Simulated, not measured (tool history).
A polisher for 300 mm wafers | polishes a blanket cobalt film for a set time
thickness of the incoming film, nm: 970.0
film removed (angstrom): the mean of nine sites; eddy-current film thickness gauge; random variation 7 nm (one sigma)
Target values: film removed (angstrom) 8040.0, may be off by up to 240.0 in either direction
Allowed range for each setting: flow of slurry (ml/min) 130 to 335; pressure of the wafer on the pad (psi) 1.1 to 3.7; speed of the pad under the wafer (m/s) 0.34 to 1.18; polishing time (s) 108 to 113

run	hour	flow of slurry (ml/min)	pressure of the wafer on the pad (psi)	speed of the pad under the wafer (m/s)	polishing time (s)	film removed (angstrom)
1	0.0	215	2.4	0.76	108	5285.2
2	7.1	215	2.4	0.76	113	5500.4
3	13.5	215	2.4	0.64	113	4773.1
4	18.3	215	2.9	0.64	113	5686.7
5	19.9	220	3.1	0.64	113	6069.3
6	28.2	220	3.2	0.66	113	6465.2
7	33.8	220	3.3	0.66	113	6635.0
8	35.7	220	3.4	0.66	113	6805.5

Exercise: of the 5 proposed moves below, exactly one satisfies all targets within the stated allowed misses. Which move is it?
A	37.6	335	3.5	0.78	108	?
B	37.6	195	3.7	0.66	109	?
C	37.6	195	3.1	0.58	108	?
D	37.6	210	2.8	0.86	113	?
E	37.6	130	2.4	0.76	111	?

move	film removed (angstrom)
A	8158.3
B	7049.5
C	5194.9
D	7266.0
E	5179.4
A: all results land within tolerance of their targets
B: better than the last run, though not everything is in spec
C: moves away from the targets compared with the last run
D: better than the last run, though not everything is in spec
E: moves away from the targets compared with the last run
Answer: A

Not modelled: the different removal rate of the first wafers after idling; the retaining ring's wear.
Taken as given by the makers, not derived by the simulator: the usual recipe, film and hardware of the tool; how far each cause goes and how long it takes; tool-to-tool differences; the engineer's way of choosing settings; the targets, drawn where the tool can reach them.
